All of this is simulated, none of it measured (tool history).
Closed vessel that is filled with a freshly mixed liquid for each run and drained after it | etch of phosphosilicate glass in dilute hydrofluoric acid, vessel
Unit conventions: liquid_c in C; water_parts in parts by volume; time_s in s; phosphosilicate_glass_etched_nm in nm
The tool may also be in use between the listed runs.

run    day  liquid_c  water_parts  time_s  phosphosilicate_glass_etched_nm
  1  0.000      24.0          245      95                           33.550
  2  0.267      23.5          245      95                           32.892
  3  0.529      23.5          320      95                           23.221
  4  0.575      20.5          320      95                           20.921
  5  0.654      20.5          320      95                           21.262
  6  1.025      21.5          320      95                           21.616

Run 7, settings as shown, results not yet in. Your forecast:
     1.267  -- hydrofluoric acid flow meter replaced
  7  1.267      22.5          320      95                                ?

Run 7 produced phosphosilicate_glass_etched_nm 25.458 nm.
